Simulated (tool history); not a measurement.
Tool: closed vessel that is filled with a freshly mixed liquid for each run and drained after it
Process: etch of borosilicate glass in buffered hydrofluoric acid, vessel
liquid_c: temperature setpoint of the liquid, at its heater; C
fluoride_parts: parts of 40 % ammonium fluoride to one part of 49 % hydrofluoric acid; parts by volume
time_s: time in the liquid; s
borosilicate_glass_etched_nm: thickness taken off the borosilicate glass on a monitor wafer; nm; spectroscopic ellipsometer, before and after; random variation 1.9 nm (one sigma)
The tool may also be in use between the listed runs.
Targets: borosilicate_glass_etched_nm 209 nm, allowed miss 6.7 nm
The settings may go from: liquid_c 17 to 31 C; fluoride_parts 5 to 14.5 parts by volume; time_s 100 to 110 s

Run 1, day 0: liquid_c 23 C, fluoride_parts 9 parts by volume, time_s 100 s. Result: borosilicate_glass_etched_nm 134.57 nm.
Run 2, day 0.067: liquid_c 24 C, fluoride_parts 9 parts by volume, time_s 100 s. Result: borosilicate_glass_etched_nm 142.27 nm.
Run 3, day 0.333: liquid_c 24 C, fluoride_parts 9 parts by volume, time_s 100 s. Result: borosilicate_glass_etched_nm 142.66 nm.
Run 4, day 0.567: liquid_c 24 C, fluoride_parts 11 parts by volume, time_s 100 s. Result: borosilicate_glass_etched_nm 120.03 nm.
Run 5, day 0.85: liquid_c 24.5 C, fluoride_parts 11 parts by volume, time_s 100 s. Result: borosilicate_glass_etched_nm 123.85 nm.
Run 6, day 1.108: liquid_c 24.5 C, fluoride_parts 11 parts by volume, time_s 110 s. Result: borosilicate_glass_etched_nm 134.95 nm.
Run 7, day 1.254: liquid_c 25 C, fluoride_parts 11 parts by volume, time_s 110 s. Result: borosilicate_glass_etched_nm 141.76 nm.
Run 8, day 1.404: liquid_c 29 C, fluoride_parts 10.5 parts by volume, time_s 110 s. Result: borosilicate_glass_etched_nm 178.5 nm.
Run 9, day 1.438: liquid_c 30 C, fluoride_parts 10 parts by volume, time_s 110 s. Result: borosilicate_glass_etched_nm 203.53 nm.

5 next moves are on the table. One of them brings every result within its allowed miss. Which?
Run A, day 1.471: liquid_c 30 C, fluoride_parts 10 parts by volume, time_s 105 s. Result: borosilicate_glass_etched_nm ?.
Run B, day 1.471: liquid_c 31 C, fluoride_parts 10.5 parts by volume, time_s 105 s. Result: borosilicate_glass_etched_nm ?.
Run C, day 1.471: liquid_c 31 C, fluoride_parts 11 parts by volume, time_s 110 s. Result: borosilicate_glass_etched_nm ?.
Run D, day 1.471: liquid_c 30 C, fluoride_parts 9.5 parts by volume, time_s 105 s. Result: borosilicate_glass_etched_nm ?.
Run E, day 1.471: liquid_c 31 C, fluoride_parts 9.5 parts by volume, time_s 105 s. Result: borosilicate_glass_etched_nm ?.

move  borosilicate_glass_etched_nm
   A                        191.83
   B                        192.51
   C                        192.66
   D                        198.24
   E                         208.7
A: further off than the last run
B: further off than the last run
C: further off than the last run
D: further off than the last run
E: meets every target
Answer: E
